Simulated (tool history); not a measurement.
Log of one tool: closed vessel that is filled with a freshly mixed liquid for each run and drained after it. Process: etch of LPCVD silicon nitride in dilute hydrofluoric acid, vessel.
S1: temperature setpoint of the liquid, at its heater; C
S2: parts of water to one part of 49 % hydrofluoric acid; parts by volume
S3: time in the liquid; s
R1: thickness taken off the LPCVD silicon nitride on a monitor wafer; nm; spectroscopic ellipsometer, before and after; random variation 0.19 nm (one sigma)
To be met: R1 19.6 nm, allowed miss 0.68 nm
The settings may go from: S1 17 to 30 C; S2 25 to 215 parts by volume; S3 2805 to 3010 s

run	day	S1	S2	S3	R1
1	0	22	120	2805	10.441
2	0.283	19.5	120	2805	8.6728
3	0.517	21.5	120	2805	9.9752
4	0.592	23	120	2805	11.007
5	0.642	19.5	120	2805	8.8299
6	0.762	19.5	120	3010	9.3315
7	1.029	21	120	3010	10.355
8	1.238	22.5	120	3010	11.401
9	1.538	24	120	3010	13.01

Which of these 4 next moves meets every target?
A	1.838	24.5	80	3010	?
B	1.838	22.5	80	2840	?
C	1.838	25	75	3010	?
D	1.838	25.5	65	3010	?

move	R1
A	19.673
B	16.242
C	21.672
D	25.797
A: meets every target
B: nearer than the last run, and not there yet
C: takes the result that was furthest off past its target
D: takes the result that was furthest off past its target
Move A is the one to make.
